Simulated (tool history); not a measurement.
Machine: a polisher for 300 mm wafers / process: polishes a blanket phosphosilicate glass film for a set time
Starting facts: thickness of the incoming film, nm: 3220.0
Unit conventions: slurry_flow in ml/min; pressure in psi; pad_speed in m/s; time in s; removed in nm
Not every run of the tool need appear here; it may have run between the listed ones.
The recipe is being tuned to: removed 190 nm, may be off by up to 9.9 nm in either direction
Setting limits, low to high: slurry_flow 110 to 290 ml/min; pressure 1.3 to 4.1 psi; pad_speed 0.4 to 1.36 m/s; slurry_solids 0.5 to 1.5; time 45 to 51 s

run,hour,slurry_flow,pressure,pad_speed,slurry_solids,time,removed
1,0,185,2.7,0.88,1,51,321.84
2,4.5,185,2.7,0.88,1,51,308.7
3,9,185,2.7,0.66,1,51,264.37
4,9.7,185,2.6,0.66,1,51,251.35
# hour 16.4: slurry blender recalibrated
5,16.4,185,2.6,0.56,1,51,260
6,19.5,185,2.5,0.54,1,51,247.61
7,22.5,185,2.4,0.52,1,51,234.63
8,23,185,2.3,0.52,1,51,219.73
9,25.9,185,2.2,0.52,1,51,216.8
10,27.2,185,2.1,0.52,1,51,202.54

5 candidate next runs follow, results not yet known. Just one meets every target within its allowed miss. Identify it.
A,28.5,200,2.3,0.56,1.05,51,?
B,28.5,225,2.4,0.4,1.2,45,?
C,28.5,145,2.1,0.7,0.95,50,?
D,28.5,195,2.5,0.5,1,48,?
E,28.5,200,2.1,0.54,1,50,?

move,removed
A,241.44
B,190.92
C,231.15
D,219.86
E,210.08
A: the biggest miss grows against the last run
B: all results land within tolerance of their targets
C: the biggest miss grows against the last run
D: the biggest miss grows against the last run
E: the biggest miss grows against the last run
The move that meets every target is B.
